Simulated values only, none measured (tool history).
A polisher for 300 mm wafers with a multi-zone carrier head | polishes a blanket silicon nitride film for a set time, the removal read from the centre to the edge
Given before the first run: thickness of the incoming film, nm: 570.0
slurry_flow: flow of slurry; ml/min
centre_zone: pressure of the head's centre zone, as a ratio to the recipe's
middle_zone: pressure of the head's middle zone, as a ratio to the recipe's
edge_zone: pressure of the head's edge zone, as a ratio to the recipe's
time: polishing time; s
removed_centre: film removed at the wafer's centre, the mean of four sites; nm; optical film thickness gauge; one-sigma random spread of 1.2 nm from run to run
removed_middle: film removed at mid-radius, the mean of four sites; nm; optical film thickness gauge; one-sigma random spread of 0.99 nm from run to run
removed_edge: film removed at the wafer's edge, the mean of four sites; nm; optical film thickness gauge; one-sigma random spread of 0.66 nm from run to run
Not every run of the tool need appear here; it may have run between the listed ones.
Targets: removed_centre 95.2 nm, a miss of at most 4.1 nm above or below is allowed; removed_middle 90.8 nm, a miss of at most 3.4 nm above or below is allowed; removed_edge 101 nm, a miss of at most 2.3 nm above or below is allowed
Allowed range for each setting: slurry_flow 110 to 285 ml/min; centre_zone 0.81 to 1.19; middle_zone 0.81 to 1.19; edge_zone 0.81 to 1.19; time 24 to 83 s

| run | hour | slurry_flow | centre_zone | middle_zone | edge_zone | time | removed_centre | removed_middle | removed_edge |
|---|---|---|---|---|---|---|---|---|---|
| 1 | 0 | 180 | 1 | 1 | 1 | 53 | 121.01 | 126.36 | 127.74 |
| 2 | 2.4 | 165 | 0.98 | 0.95 | 0.96 | 50 | 108.35 | 113.27 | 116.64 |
| 3 | 5.2 | 155 | 0.98 | 0.91 | 0.94 | 49 | 109.24 | 106.97 | 111.75 |
| 4 | 10.1 | 155 | 0.98 | 0.91 | 0.85 | 49 | 107.33 | 104.73 | 107.42 |
| 5 | 10.8 | 155 | 0.98 | 0.91 | 0.85 | 42 | 90.144 | 91.338 | 91.887 |
| 6 | 15.7 | 155 | 1.01 | 0.91 | 0.85 | 42 | 93.892 | 89.358 | 92.641 |
| 7 | 22.9 | 165 | 1 | 0.89 | 0.9 | 42 | 92.87 | 90.137 | 94.558 |
| 8 | 23.8 | 170 | 1 | 0.88 | 0.94 | 42 | 95.055 | 90.934 | 96.609 |

Which of these 4 next moves meets every target?
| A | 24.7 | 230 | 1.05 | 0.89 | 0.94 | 39 | ? | ? | ? |
| B | 24.7 | 195 | 0.98 | 0.86 | 0.99 | 42 | ? | ? | ? |
| C | 24.7 | 155 | 0.92 | 0.84 | 0.93 | 42 | ? | ? | ? |
| D | 24.7 | 150 | 1.13 | 0.81 | 1.1 | 43 | ? | ? | ? |

| move | removed_centre | removed_middle | removed_edge |
|---|---|---|---|
| A | 97.718 | 88.17 | 92.728 |
| B | 95.589 | 90.336 | 100.63 |
| C | 85.692 | 85.25 | 94.912 |
| D | 107.22 | 84.196 | 104.97 |
A: the biggest miss grows against the last run
B: each result inside its tolerance
C: the biggest miss grows against the last run
D: carries the result that was furthest off beyond its target, to the other side
Answer: B

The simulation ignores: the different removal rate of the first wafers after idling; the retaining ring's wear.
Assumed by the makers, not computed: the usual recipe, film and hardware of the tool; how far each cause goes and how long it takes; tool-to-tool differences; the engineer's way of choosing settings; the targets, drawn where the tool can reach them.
